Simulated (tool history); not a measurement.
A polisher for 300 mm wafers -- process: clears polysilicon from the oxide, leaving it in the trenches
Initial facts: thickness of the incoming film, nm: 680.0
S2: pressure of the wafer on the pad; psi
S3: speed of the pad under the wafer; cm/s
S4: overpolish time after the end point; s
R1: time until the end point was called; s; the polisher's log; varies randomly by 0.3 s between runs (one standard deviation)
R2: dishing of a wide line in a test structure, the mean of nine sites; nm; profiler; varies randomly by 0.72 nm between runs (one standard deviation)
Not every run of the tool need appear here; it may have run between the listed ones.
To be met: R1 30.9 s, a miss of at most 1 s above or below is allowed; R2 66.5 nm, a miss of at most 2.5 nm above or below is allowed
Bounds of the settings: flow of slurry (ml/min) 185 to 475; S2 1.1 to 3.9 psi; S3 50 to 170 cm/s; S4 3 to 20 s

Run 1, hour 0: flow of slurry (ml/min) 305, S2 2.5 psi, S3 110 cm/s, S4 10 s. Result: R1 43.704 s, R2 59.752 nm.
Run 2, hour 1.7: flow of slurry (ml/min) 305, S2 2.5 psi, S3 110 cm/s, S4 8 s. Result: R1 44.951 s, R2 55.584 nm.
Run 3, hour 7.6: flow of slurry (ml/min) 305, S2 3 psi, S3 110 cm/s, S4 8 s. Result: R1 39.001 s, R2 57.718 nm.
Run 4, hour 13.1: flow of slurry (ml/min) 305, S2 3.2 psi, S3 110 cm/s, S4 9 s. Result: R1 37.085 s, R2 62.043 nm.
Run 5, hour 17.9: flow of slurry (ml/min) 305, S2 3.2 psi, S3 110 cm/s, S4 12 s. Result: R1 36.785 s, R2 65.847 nm.
Run 6, hour 22.1: flow of slurry (ml/min) 305, S2 3.3 psi, S3 110 cm/s, S4 12 s. Result: R1 36.702 s, R2 64.929 nm.
Run 7, hour 23.1: flow of slurry (ml/min) 305, S2 3.4 psi, S3 110 cm/s, S4 12 s. Result: R1 34.856 s, R2 66.602 nm.
Run 8, hour 23.8: flow of slurry (ml/min) 305, S2 3.5 psi, S3 110 cm/s, S4 12 s. Result: R1 34.382 s, R2 65.928 nm.
At hour 31.3: head pressure recalibrated.
Run 9, hour 31.3: flow of slurry (ml/min) 305, S2 3.6 psi, S3 110 cm/s, S4 12 s. Result: R1 32.124 s, R2 67.61 nm.

Next run, 5 choices. One meets every target within its allowed miss, the rest don't. Which?
Run A, hour 38.8: flow of slurry (ml/min) 290, S2 3.5 psi, S3 108 cm/s, S4 12 s. Result: R1 ?, R2 ?.
Run B, hour 38.8: flow of slurry (ml/min) 245, S2 3.9 psi, S3 94 cm/s, S4 12 s. Result: R1 ?, R2 ?.
Run C, hour 38.8: flow of slurry (ml/min) 195, S2 3.6 psi, S3 122 cm/s, S4 11 s. Result: R1 ?, R2 ?.
Run D, hour 38.8: flow of slurry (ml/min) 385, S2 3.3 psi, S3 110 cm/s, S4 13 s. Result: R1 ?, R2 ?.
Run E, hour 38.8: flow of slurry (ml/min) 310, S2 3.9 psi, S3 94 cm/s, S4 11 s. Result: R1 ?, R2 ?.

move      R1      R2
   A  33.121  66.425
   B  33.686  66.269
   C  30.837  66.282
   D  33.603  66.978
   E  33.076  65.574
A: its largest miss is bigger than the last run's
B: its largest miss is bigger than the last run's
C: hits every target within its allowed miss
D: its largest miss is bigger than the last run's
E: its largest miss is bigger than the last run's
So the answer is move C, the one that meets all the targets.

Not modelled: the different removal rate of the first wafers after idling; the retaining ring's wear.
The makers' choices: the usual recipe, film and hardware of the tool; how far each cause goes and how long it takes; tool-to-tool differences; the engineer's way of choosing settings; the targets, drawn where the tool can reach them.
